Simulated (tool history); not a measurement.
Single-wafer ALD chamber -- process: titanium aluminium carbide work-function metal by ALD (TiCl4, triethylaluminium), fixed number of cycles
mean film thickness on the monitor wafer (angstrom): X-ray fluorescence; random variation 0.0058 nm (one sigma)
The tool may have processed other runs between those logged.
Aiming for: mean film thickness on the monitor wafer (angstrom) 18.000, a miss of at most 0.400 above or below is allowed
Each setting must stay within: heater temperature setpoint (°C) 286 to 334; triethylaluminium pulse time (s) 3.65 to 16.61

run,hour,heater temperature setpoint (°C),triethylaluminium pulse time (s),mean film thickness on the monitor wafer (angstrom)
1,0.0,310,10.13,21.346
2,6.9,321,10.13,22.219
3,14.0,326,10.13,22.703
4,20.2,326,11.76,22.872
5,22.6,313,9.08,21.402
6,24.1,317,9.08,21.672
7,31.1,307,7.29,20.286
8,37.1,295,4.05,17.076
9,41.8,297,4.19,17.308

4 next moves are on the table. One of them brings every result within its allowed miss. Which?
A,46.5,296,3.65,?
B,46.5,306,5.11,?
C,46.5,314,3.88,?
D,46.5,298,5.74,?

move,mean film thickness on the monitor wafer (angstrom)
A,16.720
B,18.884
C,18.180
D,18.786
A: its largest miss is bigger than the last run's
B: carries the result that was furthest off beyond its target, to the other side
C: each result inside its tolerance
D: carries the result that was furthest off beyond its target, to the other side
Correct choice: C, which meets every target

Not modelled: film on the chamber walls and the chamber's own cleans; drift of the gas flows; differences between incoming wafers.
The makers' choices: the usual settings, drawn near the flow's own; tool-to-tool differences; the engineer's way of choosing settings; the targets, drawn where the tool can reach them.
